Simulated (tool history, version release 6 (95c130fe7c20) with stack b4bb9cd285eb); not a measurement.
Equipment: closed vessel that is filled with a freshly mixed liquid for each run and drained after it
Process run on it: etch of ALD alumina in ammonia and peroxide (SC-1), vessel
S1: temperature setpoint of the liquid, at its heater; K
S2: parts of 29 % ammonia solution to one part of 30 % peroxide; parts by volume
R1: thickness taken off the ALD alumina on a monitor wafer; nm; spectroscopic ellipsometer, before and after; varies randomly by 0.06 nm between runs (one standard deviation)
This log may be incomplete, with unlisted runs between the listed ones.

Run 1, hour 0: S1 335.15 K, S2 0.4 parts by volume, time in the liquid (s) 140. Result: R1 8.6893 nm.
Run 2, hour 3: S1 335.15 K, S2 0.4 parts by volume, time in the liquid (s) 140. Result: R1 8.6754 nm.
Run 3, hour 5.1: S1 335.15 K, S2 0.5 parts by volume, time in the liquid (s) 140. Result: R1 8.8639 nm.
Run 4, hour 14.1: S1 335.15 K, S2 0.65 parts by volume, time in the liquid (s) 140. Result: R1 9.0429 nm.
Run 5, hour 23.2: S1 330.15 K, S2 0.65 parts by volume, time in the liquid (s) 140. Result: R1 7.1089 nm.
Run 6, hour 31.9: S1 330.15 K, S2 0.65 parts by volume, time in the liquid (s) 140. Result: R1 7.0946 nm.

Run 7 comes next. What will it give?
Run 7, hour 35.7: S1 330.65 K, S2 0.65 parts by volume, time in the liquid (s) 140. Result: R1 ?.

R1: 7.293 nm
